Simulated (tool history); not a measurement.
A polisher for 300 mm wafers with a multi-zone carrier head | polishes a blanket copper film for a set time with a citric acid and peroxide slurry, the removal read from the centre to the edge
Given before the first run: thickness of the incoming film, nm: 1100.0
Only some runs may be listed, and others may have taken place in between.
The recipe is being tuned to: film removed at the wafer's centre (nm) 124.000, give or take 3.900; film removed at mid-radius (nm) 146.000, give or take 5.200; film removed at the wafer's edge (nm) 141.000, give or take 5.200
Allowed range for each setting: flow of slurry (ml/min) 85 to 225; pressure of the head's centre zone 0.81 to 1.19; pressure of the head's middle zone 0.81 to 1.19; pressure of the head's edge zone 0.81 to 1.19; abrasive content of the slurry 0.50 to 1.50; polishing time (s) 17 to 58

run,hour,flow of slurry (ml/min),pressure of the head's centre zone,pressure of the head's middle zone,pressure of the head's edge zone,abrasive content of the slurry,polishing time (s),film removed at the wafer's centre (nm),film removed at mid-radius (nm),film removed at the wafer's edge (nm)
1,0.0,145,1.00,1.00,1.00,1.00,37,97.655,97.285,97.031
2,8.2,145,1.04,1.00,1.00,1.00,37,101.250,97.016,98.292
3,11.8,145,1.03,1.01,1.02,1.05,38,104.100,101.100,100.650
4,14.9,155,1.03,1.01,1.02,1.05,38,107.470,103.250,102.340
5,23.2,155,1.01,1.01,1.03,1.10,39,108.220,106.610,107.640
6,28.4,160,1.00,1.02,1.04,1.15,39,108.820,112.160,111.650
7,33.0,165,1.00,1.03,1.05,1.20,39,109.750,112.130,110.790
8,41.0,170,0.99,1.04,1.06,1.25,40,114.510,118.640,116.080
9,42.7,175,0.98,1.05,1.07,1.30,40,114.620,120.430,118.430
10,49.8,180,0.97,1.06,1.08,1.30,40,116.480,122.440,119.140

Which one of the following 5 next-run settings gets every result inside its allowed miss? There is exactly one.
A,56.9,200,1.09,1.01,1.07,1.20,36,?,?,?
B,56.9,210,0.84,0.94,1.11,1.35,47,?,?,?
C,56.9,180,0.88,1.06,1.05,1.50,46,?,?,?
D,56.9,210,1.07,1.09,1.07,1.20,35,?,?,?
E,56.9,180,1.04,0.86,1.13,1.35,43,?,?,?

move,film removed at the wafer's centre (nm),film removed at mid-radius (nm),film removed at the wafer's edge (nm)
A,116.270,105.300,106.660
B,121.270,134.570,147.190
C,124.610,146.290,141.250
D,111.900,110.020,104.140
E,133.940,111.570,133.680
A: misses by more than the last run did
B: closer than the last run, but not yet in spec
C: in spec on every target
D: misses by more than the last run did
E: misses by more than the last run did
Correct choice: C, which meets every target

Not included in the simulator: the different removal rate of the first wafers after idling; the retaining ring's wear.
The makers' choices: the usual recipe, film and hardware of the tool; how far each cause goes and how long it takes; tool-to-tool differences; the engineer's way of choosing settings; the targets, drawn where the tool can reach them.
